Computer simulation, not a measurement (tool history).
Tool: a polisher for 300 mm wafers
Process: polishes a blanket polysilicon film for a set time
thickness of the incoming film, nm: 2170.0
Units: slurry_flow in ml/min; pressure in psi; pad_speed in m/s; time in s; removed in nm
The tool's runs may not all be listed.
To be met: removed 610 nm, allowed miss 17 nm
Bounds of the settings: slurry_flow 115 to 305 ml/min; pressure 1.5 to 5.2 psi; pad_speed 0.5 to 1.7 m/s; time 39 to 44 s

run 1 hour=0 | slurry_flow=195 pressure=3.3 pad_speed=1.1 time=44 | removed=386.42
run 2 hour=6.8 | slurry_flow=195 pressure=3.9 pad_speed=1.1 time=44 | removed=452.05
run 3 hour=13.1 | slurry_flow=205 pressure=4.2 pad_speed=1.1 time=44 | removed=494.39
run 4 hour=17 | slurry_flow=210 pressure=4.4 pad_speed=1.1 time=44 | removed=517.41
run 5 hour=17.7 | slurry_flow=210 pressure=4.6 pad_speed=1.1 time=44 | removed=531.67
run 6 hour=20.5 | slurry_flow=210 pressure=4.8 pad_speed=1.1 time=44 | removed=556.31
run 7 hour=23.8 | slurry_flow=220 pressure=4.9 pad_speed=1.1 time=44 | removed=572.1
run 8 hour=27.1 | slurry_flow=220 pressure=5 pad_speed=1.1 time=44 | removed=584.17

4 next moves are on the table. One of them brings every result within its allowed miss. Which?
run A hour=30.4 | slurry_flow=210 pressure=5.2 pad_speed=1.1 time=44 | removed=?
run B hour=30.4 | slurry_flow=190 pressure=5.2 pad_speed=1.04 time=44 | removed=?
run C hour=30.4 | slurry_flow=215 pressure=5 pad_speed=1.12 time=39 | removed=?
run D hour=30.4 | slurry_flow=185 pressure=4.8 pad_speed=1.3 time=44 | removed=?

move=A removed=608.9
move=B removed=570.52
move=C removed=529.63
move=D removed=645.96
A: meets every target
B: further off than the last run
C: further off than the last run
D: takes the result that was furthest off past its target
Move A is the one to make.

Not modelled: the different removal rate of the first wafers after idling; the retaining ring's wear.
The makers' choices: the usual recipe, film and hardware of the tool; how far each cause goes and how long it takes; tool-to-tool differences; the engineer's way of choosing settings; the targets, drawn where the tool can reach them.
